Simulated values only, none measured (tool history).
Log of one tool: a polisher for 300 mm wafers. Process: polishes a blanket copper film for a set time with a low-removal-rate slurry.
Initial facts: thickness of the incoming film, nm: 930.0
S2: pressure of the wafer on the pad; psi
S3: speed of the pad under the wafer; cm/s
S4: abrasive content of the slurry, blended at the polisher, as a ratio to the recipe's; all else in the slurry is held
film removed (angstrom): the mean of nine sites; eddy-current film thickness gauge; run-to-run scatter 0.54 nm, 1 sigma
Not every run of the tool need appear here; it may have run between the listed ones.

run 1 hour=0.0 | flow_of_slurry_(ml/min)=200 S2=1.9 S3=114 S4=1.00 polishing_time_(s)=34 | film_removed_(angstrom)=775.14
run 2 hour=6.5 | flow_of_slurry_(ml/min)=200 S2=1.9 S3=114 S4=0.85 polishing_time_(s)=34 | film_removed_(angstrom)=761.86
run 3 hour=14.0 | flow_of_slurry_(ml/min)=195 S2=1.8 S3=114 S4=0.85 polishing_time_(s)=34 | film_removed_(angstrom)=708.16
run 4 hour=19.9 | flow_of_slurry_(ml/min)=195 S2=1.8 S3=104 S4=0.85 polishing_time_(s)=34 | film_removed_(angstrom)=679.94
run 5 hour=25.8 | flow_of_slurry_(ml/min)=195 S2=1.4 S3=104 S4=0.85 polishing_time_(s)=34 | film_removed_(angstrom)=560.00
run 6 hour=29.1 | flow_of_slurry_(ml/min)=200 S2=1.4 S3=104 S4=0.85 polishing_time_(s)=34 | film_removed_(angstrom)=558.15
run 7 hour=32.3 | flow_of_slurry_(ml/min)=205 S2=1.4 S3=104 S4=0.85 polishing_time_(s)=34 | film_removed_(angstrom)=554.52

Run 8, settings as shown, results not yet in. Your forecast:
run 8 hour=39.8 | flow_of_slurry_(ml/min)=205 S2=1.5 S3=104 S4=0.85 polishing_time_(s)=34 | film_removed_(angstrom)=?

film removed (angstrom): 578.74
